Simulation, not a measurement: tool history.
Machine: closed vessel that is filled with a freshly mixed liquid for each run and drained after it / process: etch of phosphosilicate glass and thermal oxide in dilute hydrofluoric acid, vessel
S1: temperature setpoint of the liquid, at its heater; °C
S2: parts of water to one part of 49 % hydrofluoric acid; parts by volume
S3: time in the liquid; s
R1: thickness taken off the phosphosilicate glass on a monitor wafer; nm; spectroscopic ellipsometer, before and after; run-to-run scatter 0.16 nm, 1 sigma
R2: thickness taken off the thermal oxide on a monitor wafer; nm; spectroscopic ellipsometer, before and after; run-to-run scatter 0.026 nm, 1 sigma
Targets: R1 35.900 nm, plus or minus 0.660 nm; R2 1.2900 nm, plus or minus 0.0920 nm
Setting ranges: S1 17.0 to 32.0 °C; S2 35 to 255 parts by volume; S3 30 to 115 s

run,hour,S1,S2,S3,R1,R2
1,0.0,24.0,145,60,53.979,1.9242
2,6.1,24.0,145,50,44.940,1.5708
3,8.4,23.0,145,50,43.540,1.5419
4,10.7,23.0,105,50,62.269,2.1719
5,11.5,22.0,110,50,56.903,2.0557
6,20.2,22.0,110,75,85.744,3.1697
7,23.7,21.5,120,75,76.145,2.7629
8,25.8,21.0,130,75,68.227,2.4042
9,33.3,20.5,135,75,63.861,2.2455
10,35.7,20.0,140,75,59.742,2.0937
11,43.0,19.5,145,75,56.455,2.0650
12,45.8,19.0,150,75,53.220,1.9535
13,50.5,19.0,155,75,51.158,1.8850
14,54.6,19.0,160,75,49.118,1.7901
15,60.2,19.0,165,75,47.732,1.6965
16,61.3,18.5,170,75,44.908,1.6376
17,65.0,18.5,175,75,43.426,1.5281
18,73.7,17.5,185,75,39.327,1.4816
19,75.2,20.0,205,75,38.482,1.3285
20,77.4,19.0,205,75,36.977,1.3608

Of the 4 settings listed for the next run, only one would bring every result within its allowed miss of target. Which one?
A,79.6,21.5,190,60,?,?
B,79.6,31.5,225,55,?,?
C,79.6,26.5,255,75,?,?
D,79.6,20.5,235,85,?,?

move,R1,R2
A,35.515,1.2125
B,37.791,1.2902
C,37.069,1.2655
D,37.455,1.2787
A: meets every target
B: the biggest miss grows against the last run
C: the biggest miss grows against the last run
D: the biggest miss grows against the last run
A is the move that brings every result within its allowed miss.

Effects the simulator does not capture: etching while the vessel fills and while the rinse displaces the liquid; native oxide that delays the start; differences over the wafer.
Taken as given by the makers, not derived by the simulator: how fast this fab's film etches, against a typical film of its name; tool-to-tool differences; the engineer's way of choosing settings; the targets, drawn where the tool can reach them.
